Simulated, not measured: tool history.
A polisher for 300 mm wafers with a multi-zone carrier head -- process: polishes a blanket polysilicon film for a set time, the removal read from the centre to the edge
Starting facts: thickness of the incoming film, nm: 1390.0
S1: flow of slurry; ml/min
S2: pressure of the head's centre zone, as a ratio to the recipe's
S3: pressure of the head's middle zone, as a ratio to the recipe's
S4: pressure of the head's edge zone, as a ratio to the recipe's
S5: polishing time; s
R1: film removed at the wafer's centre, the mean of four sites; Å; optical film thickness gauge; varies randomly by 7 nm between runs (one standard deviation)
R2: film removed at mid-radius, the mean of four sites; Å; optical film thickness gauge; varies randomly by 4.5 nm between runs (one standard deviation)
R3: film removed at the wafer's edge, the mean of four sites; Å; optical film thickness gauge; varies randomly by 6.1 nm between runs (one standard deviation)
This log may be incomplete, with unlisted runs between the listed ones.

run  hour   S1    S2    S3    S4  S5      R1      R2      R3
  1     0  175     1     1     1  56  5970.4  6039.6  5778.6
  2   0.9  175     1     1     1  63  6686.1  6760.9  6608.7
  3   3.8  150     1     1     1  63  6463.3  6534.7  6423.8
  4   4.9  145  1.03  0.98  0.99  63  6560.6  6458.3  6416.3
  5   5.4  145  1.07  0.95  0.97  63  6857.5  6226.4    6328
  6  14.4  145  1.07  0.95  1.05  63    6891  6240.8  6596.3
  7  17.9  145  1.09  0.94  1.02  63  6888.9  6139.1  6620.6

Run 8 is up next; what results do you expect?
  8  20.7  145  1.11  0.94  0.98  63   ?   ?   ?

Run 8 produced R1 7089.7 Å, R2 6181.2 Å, R3 6392.6 Å.
